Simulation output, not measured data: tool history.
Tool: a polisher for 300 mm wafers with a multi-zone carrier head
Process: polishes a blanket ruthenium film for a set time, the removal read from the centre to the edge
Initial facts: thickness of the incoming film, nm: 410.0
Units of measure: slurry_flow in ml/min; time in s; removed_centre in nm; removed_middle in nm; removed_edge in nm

run,hour,slurry_flow,centre_zone,middle_zone,edge_zone,time,removed_centre,removed_middle,removed_edge
1,0,290,1,1,1,48,35.284,35.172,35.795
2,4.4,290,1,1,1,43,31.822,31.4,32.179
3,7.1,295,1.03,1,0.97,43,32.641,31.469,31.821
4,14.9,300,1.06,1,0.94,43,33.523,31.53,31.596
5,16.3,300,0.99,1,0.94,43,32.28,31.5,31.195
6,18.1,310,1.01,1,0.91,43,32.29,32.16,31.294
7,23.9,305,1.05,1,0.89,43,33.257,31.75,30.385

Run 8 comes next. What will it give?
8,28.9,305,1.07,1,0.88,43,?,?,?

{"run 8": {"removed_centre": 34.578, "removed_middle": 31.375, "removed_edge": 30.179}}

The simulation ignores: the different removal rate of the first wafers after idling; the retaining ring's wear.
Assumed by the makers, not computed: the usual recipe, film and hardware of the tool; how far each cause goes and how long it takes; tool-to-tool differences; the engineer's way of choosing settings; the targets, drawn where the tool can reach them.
